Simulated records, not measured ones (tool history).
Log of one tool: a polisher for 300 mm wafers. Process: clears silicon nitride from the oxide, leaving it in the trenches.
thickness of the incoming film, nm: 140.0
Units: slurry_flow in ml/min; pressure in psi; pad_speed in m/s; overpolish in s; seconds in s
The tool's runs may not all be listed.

Run 1, hour 0: slurry_flow 300 ml/min, pressure 3.4 psi, pad_speed 1 m/s, overpolish 13 s. Result: seconds 161.05 s.
Run 2, hour 5.6: slurry_flow 300 ml/min, pressure 3.2 psi, pad_speed 1 m/s, overpolish 13 s. Result: seconds 168.41 s.
Run 3, hour 12.4: slurry_flow 355 ml/min, pressure 3.2 psi, pad_speed 1 m/s, overpolish 13 s. Result: seconds 170.5 s.
Run 4, hour 13.9: slurry_flow 320 ml/min, pressure 3.2 psi, pad_speed 1 m/s, overpolish 13 s. Result: seconds 168.96 s.
Run 5, hour 19.1: slurry_flow 320 ml/min, pressure 3 psi, pad_speed 1 m/s, overpolish 13 s. Result: seconds 176.81 s.
Run 6, hour 20.3: slurry_flow 355 ml/min, pressure 3 psi, pad_speed 1 m/s, overpolish 13 s. Result: seconds 176.85 s.
Run 7, hour 21.1: slurry_flow 355 ml/min, pressure 3 psi, pad_speed 1 m/s, overpolish 13 s. Result: seconds 174.72 s.
Run 8, hour 21.8: slurry_flow 355 ml/min, pressure 2.8 psi, pad_speed 1 m/s, overpolish 13 s. Result: seconds 191.84 s.

The next listed run, before its measurement:
Run 9, hour 29.4: slurry_flow 355 ml/min, pressure 2.7 psi, pad_speed 1 m/s, overpolish 13 s. Result: seconds ?.

Run 9 gave seconds 198.19 s.
